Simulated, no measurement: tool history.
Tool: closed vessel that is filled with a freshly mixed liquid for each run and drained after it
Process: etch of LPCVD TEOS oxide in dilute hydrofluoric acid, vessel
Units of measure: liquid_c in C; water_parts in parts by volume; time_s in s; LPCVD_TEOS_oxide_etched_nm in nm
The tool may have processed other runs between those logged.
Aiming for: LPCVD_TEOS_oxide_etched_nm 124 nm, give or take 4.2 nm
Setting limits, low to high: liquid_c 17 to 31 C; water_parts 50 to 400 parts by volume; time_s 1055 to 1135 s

{"run": 1, "hour": 0.0, "liquid_c": 23, "water_parts": 225, "time_s": 1055, "LPCVD_TEOS_oxide_etched_nm": 81.971}
{"run": 2, "hour": 6.2, "liquid_c": 21.5, "water_parts": 225, "time_s": 1055, "LPCVD_TEOS_oxide_etched_nm": 75.71}
{"run": 3, "hour": 7.6, "liquid_c": 23.5, "water_parts": 220, "time_s": 1055, "LPCVD_TEOS_oxide_etched_nm": 86.461}
{"run": 4, "hour": 14.3, "liquid_c": 25, "water_parts": 220, "time_s": 1055, "LPCVD_TEOS_oxide_etched_nm": 88.981}
{"run": 5, "hour": 20.4, "liquid_c": 25, "water_parts": 220, "time_s": 1135, "LPCVD_TEOS_oxide_etched_nm": 97.626}
{"hour": 27.8, "done": "hydrofluoric acid flow meter replaced"}
{"run": 6, "hour": 27.8, "liquid_c": 25, "water_parts": 220, "time_s": 1135, "LPCVD_TEOS_oxide_etched_nm": 111.72}
{"run": 7, "hour": 33.9, "liquid_c": 25.5, "water_parts": 220, "time_s": 1135, "LPCVD_TEOS_oxide_etched_nm": 113.8}
{"run": 8, "hour": 41.5, "liquid_c": 26, "water_parts": 220, "time_s": 1135, "LPCVD_TEOS_oxide_etched_nm": 115.9}
{"run": 9, "hour": 44.3, "liquid_c": 26.5, "water_parts": 220, "time_s": 1135, "LPCVD_TEOS_oxide_etched_nm": 119.63}

Which one of the following 4 next-run settings gets every result inside its allowed miss? There is exactly one.
{"run": "A", "hour": 47.1, "liquid_c": 24, "water_parts": 215, "time_s": 1135, "LPCVD_TEOS_oxide_etched_nm": "?"}
{"run": "B", "hour": 47.1, "liquid_c": 23, "water_parts": 175, "time_s": 1135, "LPCVD_TEOS_oxide_etched_nm": "?"}
{"run": "C", "hour": 47.1, "liquid_c": 25, "water_parts": 190, "time_s": 1055, "LPCVD_TEOS_oxide_etched_nm": "?"}
{"run": "D", "hour": 47.1, "liquid_c": 27.5, "water_parts": 210, "time_s": 1135, "LPCVD_TEOS_oxide_etched_nm": "?"}

move=A LPCVD_TEOS_oxide_etched_nm=111.49
move=B LPCVD_TEOS_oxide_etched_nm=137.73
move=C LPCVD_TEOS_oxide_etched_nm=125
move=D LPCVD_TEOS_oxide_etched_nm=130.16
A: lands further from the targets than the last run did
B: pushes the last run's worst result past its target
C: in spec on every target
D: pushes the last run's worst result past its target
C is the move that brings every result within its allowed miss.
